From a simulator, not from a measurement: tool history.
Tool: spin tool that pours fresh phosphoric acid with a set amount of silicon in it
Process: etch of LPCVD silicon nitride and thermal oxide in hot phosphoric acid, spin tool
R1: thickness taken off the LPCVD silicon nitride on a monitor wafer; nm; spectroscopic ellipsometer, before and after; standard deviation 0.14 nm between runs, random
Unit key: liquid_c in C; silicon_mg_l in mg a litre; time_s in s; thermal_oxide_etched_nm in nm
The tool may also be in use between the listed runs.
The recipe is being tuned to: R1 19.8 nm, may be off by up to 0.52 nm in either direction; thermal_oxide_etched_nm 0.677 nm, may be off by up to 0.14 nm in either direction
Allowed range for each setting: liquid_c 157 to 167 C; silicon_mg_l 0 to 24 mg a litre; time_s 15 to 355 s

{"run": 1, "hour": 0.0, "liquid_c": 162, "silicon_mg_l": 10.5, "time_s": 180, "R1": 15.151, "thermal_oxide_etched_nm": 0.45535}
{"run": 2, "hour": 5.3, "liquid_c": 162, "silicon_mg_l": 6.5, "time_s": 180, "R1": 15.045, "thermal_oxide_etched_nm": 0.46728}
{"run": 3, "hour": 11.4, "liquid_c": 162, "silicon_mg_l": 3.5, "time_s": 180, "R1": 15.047, "thermal_oxide_etched_nm": 0.51995}
{"run": 4, "hour": 17.7, "liquid_c": 162, "silicon_mg_l": 3.5, "time_s": 210, "R1": 17.497, "thermal_oxide_etched_nm": 0.59443}
{"run": 5, "hour": 23.6, "liquid_c": 162, "silicon_mg_l": 7.5, "time_s": 210, "R1": 17.462, "thermal_oxide_etched_nm": 0.55438}
{"run": 6, "hour": 25.9, "liquid_c": 162, "silicon_mg_l": 7.5, "time_s": 285, "R1": 24.073, "thermal_oxide_etched_nm": 0.77709}
{"run": 7, "hour": 27.7, "liquid_c": 161, "silicon_mg_l": 5.5, "time_s": 280, "R1": 22.805, "thermal_oxide_etched_nm": 0.73256}
{"run": 8, "hour": 32.7, "liquid_c": 160.5, "silicon_mg_l": 4, "time_s": 275, "R1": 21.722, "thermal_oxide_etched_nm": 0.70793}
{"run": 9, "hour": 39.5, "liquid_c": 160, "silicon_mg_l": 3, "time_s": 275, "R1": 21.445, "thermal_oxide_etched_nm": 0.69407}
{"run": 10, "hour": 40.2, "liquid_c": 159.5, "silicon_mg_l": 2, "time_s": 270, "R1": 20.761, "thermal_oxide_etched_nm": 0.62627}
{"run": 11, "hour": 41.9, "liquid_c": 159.5, "silicon_mg_l": 2, "time_s": 270, "R1": 20.781, "thermal_oxide_etched_nm": 0.73868}
{"run": 12, "hour": 42.7, "liquid_c": 159, "silicon_mg_l": 2.5, "time_s": 270, "R1": 20.4, "thermal_oxide_etched_nm": 0.67301}
{"run": 13, "hour": 47.5, "liquid_c": 159, "silicon_mg_l": 2, "time_s": 270, "R1": 20.589, "thermal_oxide_etched_nm": 0.62863}
{"run": 14, "hour": 55.7, "liquid_c": 159.5, "silicon_mg_l": 1.5, "time_s": 265, "R1": 20.43, "thermal_oxide_etched_nm": 0.66038}

Which single option among these 4 for the next run brings every result within its allowed miss of target? Just one does.
{"run": "A", "hour": 63.9, "liquid_c": 159, "silicon_mg_l": 2, "time_s": 280, "R1": "?", "thermal_oxide_etched_nm": "?"}
{"run": "B", "hour": 63.9, "liquid_c": 160.5, "silicon_mg_l": 1, "time_s": 250, "R1": "?", "thermal_oxide_etched_nm": "?"}
{"run": "C", "hour": 63.9, "liquid_c": 162.5, "silicon_mg_l": 0, "time_s": 245, "R1": "?", "thermal_oxide_etched_nm": "?"}
{"run": "D", "hour": 63.9, "liquid_c": 158.5, "silicon_mg_l": 3.5, "time_s": 285, "R1": "?", "thermal_oxide_etched_nm": "?"}

move=A R1=20.984 thermal_oxide_etched_nm=0.63433
move=B R1=19.705 thermal_oxide_etched_nm=0.64497
move=C R1=20.643 thermal_oxide_etched_nm=0.74585
move=D R1=21.001 thermal_oxide_etched_nm=0.60444
A: the biggest miss grows against the last run
B: each result inside its tolerance
C: the biggest miss grows against the last run
D: the biggest miss grows against the last run
B is the move that brings every result within its allowed miss.
